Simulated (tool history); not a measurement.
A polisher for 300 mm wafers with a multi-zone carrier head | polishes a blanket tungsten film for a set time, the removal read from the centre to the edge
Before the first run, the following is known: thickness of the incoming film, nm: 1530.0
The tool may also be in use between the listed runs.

run,hour,flow of slurry (ml/min),pressure of the head's centre zone,pressure of the head's middle zone,pressure of the head's edge zone,abrasive content of the slurry,polishing time (s),film removed at the wafer's centre (Å),film removed at mid-radius (Å),film removed at the wafer's edge (Å)
1,0.0,140,1.00,1.00,1.00,1.00,37,2732.6,2716.6,2808.0
2,6.2,135,1.00,0.98,0.98,0.90,35,2484.7,2469.0,2472.1
3,6.7,130,1.00,0.95,0.99,0.85,34,2341.6,2272.7,2371.9
4,10.9,125,1.00,0.93,0.99,0.80,33,2197.8,2097.3,2186.1
5,15.7,120,1.00,0.91,0.99,0.75,33,2143.2,2009.3,2271.5
6,24.1,120,1.00,0.91,0.99,0.90,33,2260.3,2094.6,2355.7
7,26.2,120,1.00,0.90,0.98,0.85,32,2133.6,1976.4,2182.5
8,28.2,115,1.00,0.89,0.97,0.80,32,2074.9,1907.3,2154.8
9,30.5,125,1.00,0.87,0.87,0.55,25,1492.5,1361.0,1448.7

What does the tool deliver on the next run?
10,38.2,130,1.00,0.87,0.89,0.55,25,?,?,?

{"run 10": {"film removed at the wafer's centre (Å)": 1497.1, "film removed at mid-radius (Å)": 1380.5, "film removed at the wafer's edge (Å)": 1449.8}}
